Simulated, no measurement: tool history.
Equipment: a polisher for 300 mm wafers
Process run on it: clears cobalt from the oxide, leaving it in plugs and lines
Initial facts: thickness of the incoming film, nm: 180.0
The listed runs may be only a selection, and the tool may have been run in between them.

run  hour  flow of slurry (ml/min)  pressure of the wafer on the pad (kPa)  speed of the pad under the wafer (m/s)  overpolish time after the end point (s)  time until the end point was called (s)  dishing of a wide line in a test structure (Å)
  1   0.0                      140                                    13.8                                    0.78                                        8                                   41.948                                          230.46
  2   7.0                      140                                    13.8                                    0.78                                       11                                   40.692                                          287.17
  3   8.8                      140                                    13.8                                    0.68                                       11                                   47.781                                          260.07
  4  16.9                      140                                    13.8                                    0.68                                        9                                   46.863                                          226.31
  5  21.0                      145                                    15.2                                    0.68                                        8                                   43.847                                          227.54
  6  29.7                      145                                    15.9                                    0.68                                        7                                   41.772                                          213.07

Run 7 has not been measured yet. What should we expect?
  7  35.6                      145                                    16.5                                    0.68                                        7                                        ?                                               ?

{"run 7": {"time until the end point was called (s)": 39.728, "dishing of a wide line in a test structure (Å)": 212.87}}
